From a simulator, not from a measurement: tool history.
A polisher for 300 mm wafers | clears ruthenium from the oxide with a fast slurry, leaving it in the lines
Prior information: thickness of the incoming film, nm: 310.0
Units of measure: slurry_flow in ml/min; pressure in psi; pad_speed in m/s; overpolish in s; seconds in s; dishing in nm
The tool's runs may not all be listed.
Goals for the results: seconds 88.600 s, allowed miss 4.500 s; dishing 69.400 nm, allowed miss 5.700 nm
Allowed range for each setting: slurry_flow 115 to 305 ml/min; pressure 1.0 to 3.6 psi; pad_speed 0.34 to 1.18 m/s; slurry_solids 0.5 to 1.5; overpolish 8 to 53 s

run  hour  slurry_flow  pressure  pad_speed  slurry_solids  overpolish  seconds  dishing
  1   0.0          195       2.3       0.76            1.0          27  120.180   46.860
  2   5.6          195       2.3       0.60            1.0          27  144.880   41.221
  3   7.2          195       2.5       0.60            1.0          29  134.840   47.975
  4  13.8          195       2.7       0.60            1.0          29  120.890   46.197
  5  19.1          195       2.8       0.60            1.0          31  117.180   50.249
  6  20.4          195       2.8       0.60            1.0          41  119.330   58.291
  7  22.4          195       2.9       0.60            1.0          41  118.910   63.236
  8  24.3          195       3.0       0.60            1.0          40  110.420   60.534
  9  31.2          195       3.1       0.60            1.0          40  108.140   60.324
 10  37.3          195       3.1       0.60            1.0          40  110.360   63.009

Which single option among these 4 for the next run brings every result within its allowed miss of target? Just one does.
  A  43.4          245       3.5       0.64            1.0          38        ?        ?
  B  43.4          195       2.7       0.76            1.0          42        ?        ?
  C  43.4          205       2.6       0.74            1.1          33        ?        ?
  D  43.4          230       2.6       0.66            0.6          45        ?        ?

move  seconds  dishing
   A   90.646   67.894
   B  103.640   66.870
   C  104.570   58.966
   D  159.150   55.398
A: all results in spec
B: an improvement on the last run, though not all results are within tolerance
C: an improvement on the last run, though not all results are within tolerance
D: its largest miss is bigger than the last run's
The right move is A.

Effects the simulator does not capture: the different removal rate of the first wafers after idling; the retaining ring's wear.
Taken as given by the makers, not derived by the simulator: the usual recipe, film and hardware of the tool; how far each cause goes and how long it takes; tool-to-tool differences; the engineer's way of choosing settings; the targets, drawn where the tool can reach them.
